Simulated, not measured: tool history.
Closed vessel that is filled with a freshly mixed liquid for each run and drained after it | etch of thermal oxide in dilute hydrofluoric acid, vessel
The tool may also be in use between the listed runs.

run	hour	temperature setpoint of the liquid (K)	parts of water to one part of 49 % hydrofluoric acid (parts by volume)	time in the liquid (s)	thickness taken off the thermal oxide on a monitor wafer (nm)
1	0	296.15	130	1345	51.62
2	2.8	296.15	130	1345	51.734
3	7.1	294.15	135	1345	45.918
4	13.3	293.15	140	1345	42.004
5	14.1	293.15	110	1345	55.264
6	17.7	292.15	120	1345	48.293

The next listed run, before its measurement:
7	22.1	292.15	120	1345	?

thickness taken off the thermal oxide on a monitor wafer (nm): 48.041
